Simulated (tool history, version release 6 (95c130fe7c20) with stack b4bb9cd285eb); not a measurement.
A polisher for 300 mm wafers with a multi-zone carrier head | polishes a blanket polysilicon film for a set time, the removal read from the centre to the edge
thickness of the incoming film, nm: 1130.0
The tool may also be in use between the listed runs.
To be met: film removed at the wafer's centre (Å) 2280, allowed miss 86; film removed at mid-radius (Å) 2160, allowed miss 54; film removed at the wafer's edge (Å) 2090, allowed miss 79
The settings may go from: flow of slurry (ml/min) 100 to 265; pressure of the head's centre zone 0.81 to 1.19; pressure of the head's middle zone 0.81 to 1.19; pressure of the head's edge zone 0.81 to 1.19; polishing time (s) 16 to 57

run  hour  flow of slurry (ml/min)  pressure of the head's centre zone  pressure of the head's middle zone  pressure of the head's edge zone  polishing time (s)  film removed at the wafer's centre (Å)  film removed at mid-radius (Å)  film removed at the wafer's edge (Å)
  1     0                      170                                   1                                   1                                 1                  36                                  3319.9                          3410.6                                3396.3
  2     1                      170                                   1                                   1                              1.05                  36                                  3385.9                          3468.2                                  3427
  3   9.4                      170                                1.02                                   1                              1.03                  33                                  3183.5                            3153                                3124.1
  4  12.9                      170                                0.94                                   1                              1.03                  33                                  2925.6                          3160.1                                3106.7
  5  21.2                      175                                0.96                                   1                                 1                  30                                  2679.3                          2907.6                                  2832
  6  28.9                      195                                0.96                                   1                                 1                  30                                  2810.6                          2927.4                                2843.8
  7    36                      205                                0.96                                0.99                              0.98                  28                                  2592.1                          2754.4                                2637.3
  8  37.5                      215                                0.97                                0.97                              0.96                  27                                  2602.4                          2600.3                                2504.1
  9  40.1                      220                                0.96                                0.95                              0.93                  26                                  2507.2                          2485.2                                2464.7
 10  48.8                      225                                0.97                                0.95                              0.92                  25                                  2390.4                          2389.5                                2310.5

4 next moves are on the table. One of them brings every result within its allowed miss. Which?
  A  57.5                      245                                1.03                                0.96                              0.91                  22                                       ?                               ?                                     ?
  B  57.5                      265                                1.03                                1.04                              0.95                  22                                       ?                               ?                                     ?
  C  57.5                      185                                1.03                                0.94                              0.83                  25                                       ?                               ?                                     ?
  D  57.5                      220                                0.98                                0.84                              0.98                  24                                       ?                               ?                                     ?

move  film removed at the wafer's centre (Å)  film removed at mid-radius (Å)  film removed at the wafer's edge (Å)
   A                                  2225.1                          2156.1                                2040.3
   B                                  2248.7                          2327.6                                2079.8
   C                                  2421.6                          2316.1                                2192.4
   D                                  2272.3                          2077.5                                  2259
A: meets every target
B: nearer than the last run, and not there yet
C: nearer than the last run, and not there yet
D: takes the result that was furthest off past its target
Move A is the one to make.

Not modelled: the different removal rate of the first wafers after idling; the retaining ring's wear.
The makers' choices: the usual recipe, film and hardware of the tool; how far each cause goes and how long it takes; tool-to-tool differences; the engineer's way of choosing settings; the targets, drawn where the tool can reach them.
